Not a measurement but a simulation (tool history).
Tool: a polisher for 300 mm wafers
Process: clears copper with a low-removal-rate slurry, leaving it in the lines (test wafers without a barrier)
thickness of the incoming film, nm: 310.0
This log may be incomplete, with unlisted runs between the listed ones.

| run | day | flow of slurry (ml/min) | pressure of the wafer on the pad (psi) | speed of the pad under the wafer (m/s) | abrasive content of the slurry | overpolish time after the end point (s) | time until the end point was called (s) | dishing of a wide line in a test structure (nm) |
|---|---|---|---|---|---|---|---|---|
| 1 | 0.000 | 200 | 3.4 | 1.18 | 1.0 | 13 | 61.878 | 36.271 |
| 2 | 0.312 | 200 | 3.4 | 1.46 | 1.0 | 13 | 51.059 | 42.826 |
| 3 | 0.538 | 200 | 3.4 | 1.46 | 1.0 | 14 | 51.891 | 44.116 |
| 4 | 0.662 | 200 | 3.5 | 1.46 | 1.0 | 15 | 49.266 | 47.814 |
| 5 | 0.762 | 200 | 3.5 | 1.46 | 1.0 | 13 | 50.553 | 44.043 |
| 6 | 0.917 | 200 | 3.0 | 1.46 | 1.0 | 13 | 56.635 | 37.346 |
| 7 | 1.162 | 200 | 3.2 | 1.44 | 1.0 | 15 | 55.151 | 43.480 |
| 8 | 1.321 | 200 | 3.3 | 1.44 | 1.0 | 16 | 53.522 | 47.008 |

For run 9, what comes out?
| 9 | 1.517 | 200 | 3.4 | 1.44 | 1.0 | 17 | ? | ? |

{"run 9": {"time until the end point was called (s)": 52.032, "dishing of a wide line in a test structure (nm)": 49.597}}
